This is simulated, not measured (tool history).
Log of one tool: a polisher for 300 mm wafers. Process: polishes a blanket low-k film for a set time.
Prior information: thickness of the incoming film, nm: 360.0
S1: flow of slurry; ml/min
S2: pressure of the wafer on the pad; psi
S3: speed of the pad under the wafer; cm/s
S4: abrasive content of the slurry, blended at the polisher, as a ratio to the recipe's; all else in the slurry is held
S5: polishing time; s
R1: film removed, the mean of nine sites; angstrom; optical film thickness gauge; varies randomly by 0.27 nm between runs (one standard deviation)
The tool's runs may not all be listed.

run  hour   S1   S2   S3  S4  S5      R1
  1     0  195  2.2  108   1  93  406.59
  2     1  195  2.2  108   1  93  403.22
  3   4.9  195  2.2   92   1  93   362.8
  4     9  235  2.2   92   1  93  370.16
  5  11.3  235    2   92   1  93  348.66
  6  13.3  235    2   76   1  93  296.63
  7  21.6  230  1.9   76   1  93  280.53

Run 8, settings as shown, results not yet in. Your forecast:
  8  23.4  220  1.8  76   1  93   ?

R1: 279.89 angstrom

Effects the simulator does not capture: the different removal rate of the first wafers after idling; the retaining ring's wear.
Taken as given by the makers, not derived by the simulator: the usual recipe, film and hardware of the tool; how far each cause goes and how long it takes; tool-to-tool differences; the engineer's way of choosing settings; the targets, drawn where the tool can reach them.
